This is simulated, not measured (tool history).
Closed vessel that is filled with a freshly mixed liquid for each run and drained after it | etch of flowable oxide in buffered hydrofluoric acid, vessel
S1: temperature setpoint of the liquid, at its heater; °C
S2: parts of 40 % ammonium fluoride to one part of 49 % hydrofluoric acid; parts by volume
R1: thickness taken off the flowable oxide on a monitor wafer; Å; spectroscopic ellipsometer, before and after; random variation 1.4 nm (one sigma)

run 1 hour=0.0 | S1=24.0 S2=19.0 time_in_the_liquid_(s)=30 | R1=1047.8
run 2 hour=5.8 | S1=24.0 S2=14.0 time_in_the_liquid_(s)=30 | R1=1417.9
run 3 hour=7.3 | S1=26.0 S2=14.0 time_in_the_liquid_(s)=30 | R1=1578.2
run 4 hour=16.1 | S1=24.5 S2=14.0 time_in_the_liquid_(s)=30 | R1=1467.6
run 5 hour=21.6 | S1=24.5 S2=18.0 time_in_the_liquid_(s)=30 | R1=1143.0
run 6 hour=26.3 | S1=24.5 S2=15.0 time_in_the_liquid_(s)=30 | R1=1365.9
run 7 hour=31.3 | S1=26.5 S2=14.5 time_in_the_liquid_(s)=30 | R1=1580.1

Forecast run 8:
run 8 hour=39.7 | S1=28.0 S2=14.5 time_in_the_liquid_(s)=30 | R1=?

R1: 1702.5 Å
